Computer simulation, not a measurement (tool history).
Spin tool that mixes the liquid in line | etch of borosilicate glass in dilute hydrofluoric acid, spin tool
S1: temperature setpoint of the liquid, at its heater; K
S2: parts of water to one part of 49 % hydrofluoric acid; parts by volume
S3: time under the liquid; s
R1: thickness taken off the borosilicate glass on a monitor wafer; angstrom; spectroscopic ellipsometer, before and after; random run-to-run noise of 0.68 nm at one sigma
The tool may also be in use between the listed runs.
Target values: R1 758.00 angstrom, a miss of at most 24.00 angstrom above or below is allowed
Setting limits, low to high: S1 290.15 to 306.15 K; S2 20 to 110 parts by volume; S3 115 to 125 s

| run | day | S1 | S2 | S3 | R1 |
|---|---|---|---|---|---|
| 1 | 0.000 | 298.15 | 60 | 115 | 652.02 |
| 2 | 0.092 | 298.15 | 40 | 115 | 1002.80 |
| 3 | 0.388 | 296.65 | 40 | 115 | 938.20 |
| 4 | 0.717 | 298.65 | 40 | 115 | 1011.70 |
| 5 | 0.933 | 298.65 | 25 | 115 | 1683.40 |
| 6 | 1.217 | 298.65 | 25 | 115 | 1697.70 |
| 7 | 1.575 | 296.15 | 30 | 115 | 1262.30 |
| 8 | 1.762 | 294.65 | 30 | 115 | 1198.60 |
| 9 | 2.025 | 290.65 | 50 | 115 | 587.46 |
| 10 | 2.350 | 292.15 | 50 | 115 | 621.59 |
| 11 | 2.542 | 293.15 | 50 | 115 | 656.02 |

Next run, 4 choices. One meets every target within its allowed miss, the rest don't. Which?
| A | 2.733 | 292.15 | 40 | 120 | ? |
| B | 2.733 | 290.15 | 40 | 120 | ? |
| C | 2.733 | 290.15 | 50 | 120 | ? |
| D | 2.733 | 295.15 | 45 | 120 | ? |

| move | R1 |
|---|---|
| A | 822.47 |
| B | 754.04 |
| C | 596.53 |
| D | 825.53 |
A: carries the result that was furthest off beyond its target, to the other side
B: hits every target within its allowed miss
C: the biggest miss grows against the last run
D: carries the result that was furthest off beyond its target, to the other side
The right move is B.

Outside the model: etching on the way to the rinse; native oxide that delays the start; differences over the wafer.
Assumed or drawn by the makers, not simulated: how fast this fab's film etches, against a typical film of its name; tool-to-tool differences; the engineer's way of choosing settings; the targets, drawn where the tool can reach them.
